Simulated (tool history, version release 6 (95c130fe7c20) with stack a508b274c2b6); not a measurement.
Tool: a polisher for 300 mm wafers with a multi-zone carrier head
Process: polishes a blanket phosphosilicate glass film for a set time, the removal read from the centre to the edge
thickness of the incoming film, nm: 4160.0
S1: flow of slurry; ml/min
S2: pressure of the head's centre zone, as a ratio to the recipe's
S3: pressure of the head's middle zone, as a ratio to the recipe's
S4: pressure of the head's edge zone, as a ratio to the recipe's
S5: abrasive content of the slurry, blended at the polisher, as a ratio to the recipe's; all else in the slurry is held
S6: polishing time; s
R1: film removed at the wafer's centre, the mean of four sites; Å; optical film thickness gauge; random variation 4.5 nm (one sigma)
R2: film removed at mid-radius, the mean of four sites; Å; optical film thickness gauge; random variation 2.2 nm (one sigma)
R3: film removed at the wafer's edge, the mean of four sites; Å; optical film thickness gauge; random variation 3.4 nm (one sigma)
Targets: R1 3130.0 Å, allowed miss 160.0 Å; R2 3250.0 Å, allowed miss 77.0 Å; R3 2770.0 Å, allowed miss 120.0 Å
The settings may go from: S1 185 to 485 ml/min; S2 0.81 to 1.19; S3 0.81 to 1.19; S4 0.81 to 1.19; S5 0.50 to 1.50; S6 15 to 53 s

Run 1, hour 0.0: S1 310 ml/min, S2 1.00, S3 1.00, S4 1.00, S5 1.00, S6 34 s. Result: R1 3780.8 Å, R2 3942.8 Å, R3 3832.1 Å.
Run 2, hour 5.8: S1 310 ml/min, S2 1.00, S3 1.00, S4 1.00, S5 1.10, S6 34 s. Result: R1 3936.5 Å, R2 4172.8 Å, R3 3969.5 Å.
Run 3, hour 9.0: S1 310 ml/min, S2 1.00, S3 1.00, S4 0.94, S5 1.10, S6 34 s. Result: R1 3953.5 Å, R2 4138.2 Å, R3 3867.6 Å.
Run 4, hour 9.9: S1 310 ml/min, S2 0.92, S3 1.00, S4 0.94, S5 1.10, S6 34 s. Result: R1 3692.4 Å, R2 4168.2 Å, R3 3926.9 Å.
Run 5, hour 11.3: S1 310 ml/min, S2 0.92, S3 1.00, S4 0.99, S5 1.10, S6 34 s. Result: R1 3611.5 Å, R2 4178.3 Å, R3 4005.5 Å.
Run 6, hour 13.4: S1 310 ml/min, S2 0.92, S3 1.00, S4 0.99, S5 1.10, S6 31 s. Result: R1 3266.7 Å, R2 3850.9 Å, R3 3657.6 Å.
Run 7, hour 17.0: S1 315 ml/min, S2 0.94, S3 1.01, S4 0.97, S5 1.05, S6 31 s. Result: R1 3323.0 Å, R2 3729.0 Å, R3 3534.4 Å.
Run 8, hour 19.9: S1 315 ml/min, S2 0.95, S3 1.03, S4 0.95, S5 1.00, S6 31 s. Result: R1 3311.5 Å, R2 3723.8 Å, R3 3406.3 Å.
Run 9, hour 22.1: S1 310 ml/min, S2 1.01, S3 1.02, S4 0.85, S5 0.75, S6 31 s. Result: R1 2899.5 Å, R2 3172.2 Å, R3 2749.9 Å.
Run 10, hour 26.6: S1 315 ml/min, S2 1.02, S3 1.02, S4 0.85, S5 0.75, S6 31 s. Result: R1 2945.7 Å, R2 3141.9 Å, R3 2807.0 Å.
Run 11, hour 29.9: S1 315 ml/min, S2 1.03, S3 1.03, S4 0.85, S5 0.75, S6 31 s. Result: R1 2984.4 Å, R2 3169.6 Å, R3 2770.3 Å.
Run 12, hour 36.9: S1 320 ml/min, S2 1.04, S3 1.03, S4 0.85, S5 0.75, S6 31 s. Result: R1 3054.9 Å, R2 3197.9 Å, R3 2808.2 Å.

Which of these 5 next moves meets every target?
Run A, hour 43.9: S1 320 ml/min, S2 1.02, S3 0.95, S4 0.90, S5 0.55, S6 41 s. Result: R1 ?, R2 ?, R3 ?.
Run B, hour 43.9: S1 305 ml/min, S2 1.02, S3 1.08, S4 0.82, S5 0.70, S6 34 s. Result: R1 ?, R2 ?, R3 ?.
Run C, hour 43.9: S1 350 ml/min, S2 1.09, S3 1.10, S4 0.92, S5 0.55, S6 37 s. Result: R1 ?, R2 ?, R3 ?.
Run D, hour 43.9: S1 350 ml/min, S2 1.05, S3 0.95, S4 0.88, S5 0.90, S6 29 s. Result: R1 ?, R2 ?, R3 ?.
Run E, hour 43.9: S1 250 ml/min, S2 1.07, S3 1.03, S4 0.89, S5 0.85, S6 29 s. Result: R1 ?, R2 ?, R3 ?.

move      R1      R2      R3
   A  3152.1  3099.0  3014.7
   B  3097.0  3393.6  2840.0
   C  3082.8  3201.0  2766.0
   D  3230.7  3080.5  2958.2
   E  3020.2  3040.4  2773.4
A: further off than the last run
B: takes the result that was furthest off past its target
C: meets every target
D: further off than the last run
E: further off than the last run
The right move is C.
